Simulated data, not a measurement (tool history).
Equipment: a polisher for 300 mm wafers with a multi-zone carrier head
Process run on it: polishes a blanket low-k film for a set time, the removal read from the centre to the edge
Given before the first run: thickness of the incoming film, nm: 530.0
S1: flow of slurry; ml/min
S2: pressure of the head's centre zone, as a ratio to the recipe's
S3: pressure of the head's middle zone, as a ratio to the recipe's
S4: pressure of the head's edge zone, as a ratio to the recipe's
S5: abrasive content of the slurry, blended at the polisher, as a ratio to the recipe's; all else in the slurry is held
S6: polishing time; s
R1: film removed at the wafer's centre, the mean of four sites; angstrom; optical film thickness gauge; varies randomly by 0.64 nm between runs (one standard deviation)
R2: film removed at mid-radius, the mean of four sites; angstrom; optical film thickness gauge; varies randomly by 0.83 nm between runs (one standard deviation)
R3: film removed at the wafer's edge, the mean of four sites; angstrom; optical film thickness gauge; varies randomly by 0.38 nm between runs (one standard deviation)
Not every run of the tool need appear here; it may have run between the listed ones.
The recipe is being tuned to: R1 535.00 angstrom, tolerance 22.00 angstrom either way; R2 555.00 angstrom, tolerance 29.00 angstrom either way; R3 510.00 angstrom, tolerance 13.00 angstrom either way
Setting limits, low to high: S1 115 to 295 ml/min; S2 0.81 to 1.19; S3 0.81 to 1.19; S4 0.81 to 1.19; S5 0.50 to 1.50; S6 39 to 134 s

run,hour,S1,S2,S3,S4,S5,S6,R1,R2,R3
1,0.0,190,1.00,1.00,1.00,1.00,86,379.76,377.99,382.17
2,3.4,195,1.01,1.02,1.02,1.05,86,392.10,399.29,394.81
3,5.6,220,1.01,1.02,1.02,1.05,86,401.77,409.27,399.90
4,9.4,220,1.01,0.97,1.02,1.05,86,391.50,380.06,401.31
5,11.6,185,1.01,0.97,1.02,1.05,86,380.67,380.74,395.96
6,18.0,190,1.03,0.99,1.03,1.10,86,397.43,392.57,404.93
7,20.8,195,1.04,1.01,1.04,1.15,86,402.79,390.79,408.23
8,25.6,200,1.04,1.03,1.04,1.20,88,424.44,419.46,433.83
9,31.5,205,1.04,1.05,1.03,1.25,89,438.88,446.40,439.00
10,35.0,210,1.05,1.07,1.04,1.30,89,457.49,460.26,447.75
11,37.7,245,1.06,1.17,1.12,1.50,91,502.87,548.30,505.52
12,45.2,245,1.07,1.17,1.12,1.50,91,503.58,537.73,504.69

Which of these 5 next moves meets every target?
A,52.7,230,1.04,1.12,0.98,1.50,99,?,?,?
B,52.7,195,0.97,1.19,1.11,1.50,93,?,?,?
C,52.7,275,1.04,1.12,1.19,1.45,89,?,?,?
D,52.7,245,1.10,1.19,1.04,1.40,93,?,?,?
E,52.7,215,1.00,1.16,1.17,1.50,92,?,?,?

move,R1,R2,R3
A,535.31,574.36,513.27
B,458.33,557.02,504.40
C,486.31,520.47,510.43
D,524.48,559.40,487.20
E,474.02,545.64,517.69
A: meets every target
B: misses by more than the last run did
C: misses by more than the last run did
D: the worst result of the last run now meets its target, but another is out of spec
E: misses by more than the last run did
Correct choice: A, which meets every target
